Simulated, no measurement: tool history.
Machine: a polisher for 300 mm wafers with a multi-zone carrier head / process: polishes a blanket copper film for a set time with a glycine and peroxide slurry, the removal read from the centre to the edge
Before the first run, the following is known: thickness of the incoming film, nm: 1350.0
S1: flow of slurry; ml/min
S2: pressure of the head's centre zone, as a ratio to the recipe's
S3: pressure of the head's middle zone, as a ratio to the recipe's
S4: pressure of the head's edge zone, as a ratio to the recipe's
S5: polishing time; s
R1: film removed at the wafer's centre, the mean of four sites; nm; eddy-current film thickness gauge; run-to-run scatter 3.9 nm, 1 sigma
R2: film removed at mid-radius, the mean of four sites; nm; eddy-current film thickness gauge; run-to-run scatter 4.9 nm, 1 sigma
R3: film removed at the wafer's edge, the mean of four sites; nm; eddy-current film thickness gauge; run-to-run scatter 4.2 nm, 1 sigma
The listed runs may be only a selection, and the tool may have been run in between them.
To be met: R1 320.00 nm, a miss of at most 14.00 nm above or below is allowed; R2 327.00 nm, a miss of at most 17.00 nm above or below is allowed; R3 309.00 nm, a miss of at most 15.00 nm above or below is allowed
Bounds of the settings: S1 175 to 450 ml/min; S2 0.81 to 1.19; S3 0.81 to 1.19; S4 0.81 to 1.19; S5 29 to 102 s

run  hour   S1    S2    S3    S4  S5      R1      R2      R3
  1   0.0  290  1.00  1.00  1.00  65  451.51  445.94  435.30
  2   8.3  360  1.00  1.00  1.00  65  452.51  478.16  446.84
  3   9.9  360  1.03  1.00  1.00  65  490.71  478.30  440.67
  4  17.5  360  1.03  1.00  1.06  65  470.96  454.76  469.63
  5  18.7  360  0.95  1.00  1.06  65  443.41  456.87  458.82
  6  22.7  350  0.94  0.98  1.03  62  416.20  427.61  425.06
  7  26.8  335  0.88  0.89  0.93  46  279.66  298.65  303.71
  8  31.8  340  0.90  0.90  0.93  46  297.53  301.79  311.62
  9  39.3  345  0.91  0.91  0.92  46  299.23  300.85  306.44
 10  42.2  345  0.91  0.93  0.92  46  296.59  315.78  307.02
 11  42.8  350  0.92  0.93  0.92  46  298.03  315.03  309.46
 12  50.8  350  0.93  0.93  0.91  46  304.99  306.97  300.03
     57.4  -- edge zone pressure recalibrated
 13  57.4  350  0.93  0.94  0.91  46  298.20  312.68  323.51
 14  64.2  340  0.91  0.92  0.92  47  294.35  316.18  325.70
 15  68.8  340  0.91  0.92  0.92  47  298.61  309.44  335.18
 16  76.2  350  0.92  0.92  0.92  47  305.83  311.02  325.25

Pick the move, out of 4, that brings all results within their allowed miss; only one does.
  A  83.6  400  1.03  1.06  0.95  44   ?   ?   ?
  B  83.6  300  1.14  1.00  0.98  40   ?   ?   ?
  C  83.6  440  0.93  0.85  0.93  45   ?   ?   ?
  D  83.6  320  0.98  0.85  0.81  47   ?   ?   ?

move      R1      R2      R3
   A  331.33  335.20  323.72
   B  325.04  283.45  293.29
   C  307.46  287.90  330.61
   D  329.70  293.57  320.20
A: in spec on every target
B: pushes the last run's worst result past its target
C: its largest miss is bigger than the last run's
D: the furthest-off result lands on target, but another misses its tolerance
The right move is A.

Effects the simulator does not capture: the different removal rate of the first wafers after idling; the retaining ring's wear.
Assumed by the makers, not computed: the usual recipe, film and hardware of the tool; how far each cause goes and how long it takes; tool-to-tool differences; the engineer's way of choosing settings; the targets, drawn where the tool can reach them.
